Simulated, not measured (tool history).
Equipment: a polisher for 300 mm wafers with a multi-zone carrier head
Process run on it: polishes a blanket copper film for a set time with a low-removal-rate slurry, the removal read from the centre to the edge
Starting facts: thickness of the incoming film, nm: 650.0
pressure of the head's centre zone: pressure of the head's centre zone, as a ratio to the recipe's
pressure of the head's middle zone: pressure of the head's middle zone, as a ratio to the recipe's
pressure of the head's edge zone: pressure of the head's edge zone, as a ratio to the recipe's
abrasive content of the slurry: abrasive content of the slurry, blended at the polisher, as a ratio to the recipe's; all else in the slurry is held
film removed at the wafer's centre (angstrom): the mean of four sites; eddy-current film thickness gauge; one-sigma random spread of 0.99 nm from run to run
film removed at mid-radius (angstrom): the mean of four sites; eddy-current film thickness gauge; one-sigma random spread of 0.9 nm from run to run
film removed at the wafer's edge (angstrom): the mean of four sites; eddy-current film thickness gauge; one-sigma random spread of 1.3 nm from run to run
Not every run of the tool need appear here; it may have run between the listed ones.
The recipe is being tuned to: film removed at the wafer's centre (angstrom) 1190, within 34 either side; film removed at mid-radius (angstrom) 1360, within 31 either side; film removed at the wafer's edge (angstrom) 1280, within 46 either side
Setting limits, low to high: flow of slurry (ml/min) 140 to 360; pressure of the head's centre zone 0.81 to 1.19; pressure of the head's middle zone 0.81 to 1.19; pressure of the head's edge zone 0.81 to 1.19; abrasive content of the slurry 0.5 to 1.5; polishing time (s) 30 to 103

run,hour,flow of slurry (ml/min),pressure of the head's centre zone,pressure of the head's middle zone,pressure of the head's edge zone,abrasive content of the slurry,polishing time (s),film removed at the wafer's centre (angstrom),film removed at mid-radius (angstrom),film removed at the wafer's edge (angstrom)
1,0,230,1,1,1,1,66,1376.8,1405.8,1418.5
2,1.8,230,1,1,1,0.8,66,1321,1341,1343.4
3,5.5,230,1,1,1,0.8,82,1634.5,1640,1658.3
4,8.1,230,1,1,0.92,0.8,82,1635.5,1652.6,1606.5
5,14.4,230,1.04,1,0.92,0.8,82,1663.9,1649.5,1618.7
6,23,215,0.98,1,0.91,0.7,80,1477.3,1549,1503.2
7,30.7,215,0.96,0.99,0.89,0.65,79,1402.8,1495.6,1430.2
8,36.5,205,0.94,0.98,0.87,0.6,79,1351.8,1423.7,1411.2
9,39.9,200,0.93,0.99,0.86,0.55,78,1268.3,1392.1,1323.9
10,43.5,190,0.92,0.99,0.86,0.55,78,1257.3,1380,1318.7
11,48.3,180,0.91,0.99,0.86,0.55,78,1223.7,1372.6,1344.9
12,52.3,180,0.91,0.99,0.85,0.55,78,1221,1378,1331.2
13,59.1,155,0.9,0.99,0.81,0.5,78,1155.4,1295.9,1229.8
14,61.5,165,0.9,0.99,0.81,0.5,78,1147.4,1306.4,1221.8
15,68.8,175,0.9,0.99,0.82,0.5,78,1194,1323,1245.8
16,77.4,185,0.87,1.01,0.86,0.55,78,1179.1,1385.3,1300.9
17,80.4,185,0.87,1.01,0.85,0.55,78,1186.2,1391.3,1315.4
18,81.7,185,0.87,1.01,0.85,0.55,78,1168.1,1376.3,1322.6
19,84.3,185,0.88,1.01,0.84,0.55,78,1186.5,1395.5,1328.8
20,92.4,175,0.91,1,0.81,0.5,77,1182.5,1339.3,1229.1
21,92.9,180,0.91,1,0.82,0.5,77,1182.4,1314.2,1213.2
22,97.8,185,0.9,1,0.83,0.5,77,1160.8,1327,1255

Below are 5 possible settings for the next run. Only one of them brings all results inside the allowed miss of their targets. Which is it?
A,102.7,240,0.91,1.01,0.94,0.55,69,?,?,?
B,102.7,215,0.85,0.92,0.86,0.5,75,?,?,?
C,102.7,195,0.92,0.97,0.9,0.5,76,?,?,?
D,102.7,190,0.9,1.03,0.86,0.5,77,?,?,?
E,102.7,270,0.89,0.99,0.94,0.5,71,?,?,?

move,film removed at the wafer's centre (angstrom),film removed at mid-radius (angstrom),film removed at the wafer's edge (angstrom)
A,1133.3,1274.8,1241.1
B,1103,1248.4,1250.2
C,1193.3,1294.7,1280.1
D,1178.1,1363.7,1266.1
E,1126.9,1276.6,1256.8
A: moves away from the targets compared with the last run
B: moves away from the targets compared with the last run
C: moves away from the targets compared with the last run
D: in spec on every target
E: moves away from the targets compared with the last run
D is the move that brings every result within its allowed miss.
